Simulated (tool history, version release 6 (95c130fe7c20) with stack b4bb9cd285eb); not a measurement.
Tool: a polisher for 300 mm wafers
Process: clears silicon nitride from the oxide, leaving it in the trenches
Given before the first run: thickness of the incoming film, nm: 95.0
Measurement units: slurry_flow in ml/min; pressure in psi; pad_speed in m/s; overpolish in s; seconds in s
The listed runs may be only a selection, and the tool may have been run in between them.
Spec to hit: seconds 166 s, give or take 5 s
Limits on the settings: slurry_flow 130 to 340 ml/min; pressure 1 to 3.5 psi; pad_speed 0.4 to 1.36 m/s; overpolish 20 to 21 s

| run | hour | slurry_flow | pressure | pad_speed | overpolish | seconds |
|---|---|---|---|---|---|---|
| 1 | 0 | 220 | 2.2 | 0.88 | 20 | 195.61 |
| 2 | 1.6 | 220 | 2.2 | 0.76 | 20 | 226.67 |
| 3 | 3.2 | 220 | 2.3 | 0.76 | 20 | 214.96 |
| 4 | 6.3 | 220 | 1.7 | 0.76 | 20 | 290.86 |
| 5 | 14.9 | 270 | 1.7 | 0.76 | 20 | 287.15 |
| 6 | 20 | 315 | 1.7 | 0.76 | 20 | 278.14 |
| 7 | 23.5 | 315 | 1.9 | 0.76 | 20 | 250.59 |
| 8 | 28.3 | 315 | 2 | 0.76 | 20 | 240.07 |
| 9 | 33 | 315 | 2.1 | 0.76 | 20 | 229.77 |
| 10 | 37.7 | 315 | 2.2 | 0.76 | 20 | 219.34 |
| 11 | 42.1 | 315 | 2.3 | 0.76 | 20 | 206.29 |
| 12 | 49.8 | 315 | 2.4 | 0.76 | 20 | 200.01 |

Which of these 4 next moves meets every target?
| A | 57.5 | 310 | 2.1 | 0.62 | 20 | ? |
| B | 57.5 | 270 | 3.1 | 0.72 | 21 | ? |
| C | 57.5 | 340 | 2.5 | 0.82 | 20 | ? |
| D | 57.5 | 270 | 2.2 | 0.96 | 21 | ? |

| move | seconds |
|---|---|
| A | 278.09 |
| B | 167.09 |
| C | 177.93 |
| D | 176.66 |
A: moves away from the targets compared with the last run
B: all results land within tolerance of their targets
C: moves toward the targets from the last run without getting all of them in spec
D: moves toward the targets from the last run without getting all of them in spec
Move B is the one to make.
